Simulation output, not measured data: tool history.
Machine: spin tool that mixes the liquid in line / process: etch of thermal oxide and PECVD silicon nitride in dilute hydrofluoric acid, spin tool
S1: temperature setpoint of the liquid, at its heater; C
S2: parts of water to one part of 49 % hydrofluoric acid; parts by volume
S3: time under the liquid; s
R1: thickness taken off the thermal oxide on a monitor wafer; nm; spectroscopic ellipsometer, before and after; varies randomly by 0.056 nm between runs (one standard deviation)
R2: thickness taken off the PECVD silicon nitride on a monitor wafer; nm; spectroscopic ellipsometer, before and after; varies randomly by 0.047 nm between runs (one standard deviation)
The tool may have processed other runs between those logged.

run,hour,S1,S2,S3,R1,R2
1,0,25,95,180,8.6969,6.4066
2,2.6,25,95,245,11.851,8.658
3,9.5,25,110,245,10.108,7.4859
4,17.7,25.5,100,240,11.249,8.3228
5,21.3,25.5,115,240,9.5572,7.2527
6,24.4,26,100,235,11.109,8.4248
7,28.4,26,90,230,12.449,9.1968

Run 8, settings as shown, results not yet in. Your forecast:
8,33,26.5,85,225,?,?

{"run 8": {"R1": 13.134, "R2": 9.8113}}

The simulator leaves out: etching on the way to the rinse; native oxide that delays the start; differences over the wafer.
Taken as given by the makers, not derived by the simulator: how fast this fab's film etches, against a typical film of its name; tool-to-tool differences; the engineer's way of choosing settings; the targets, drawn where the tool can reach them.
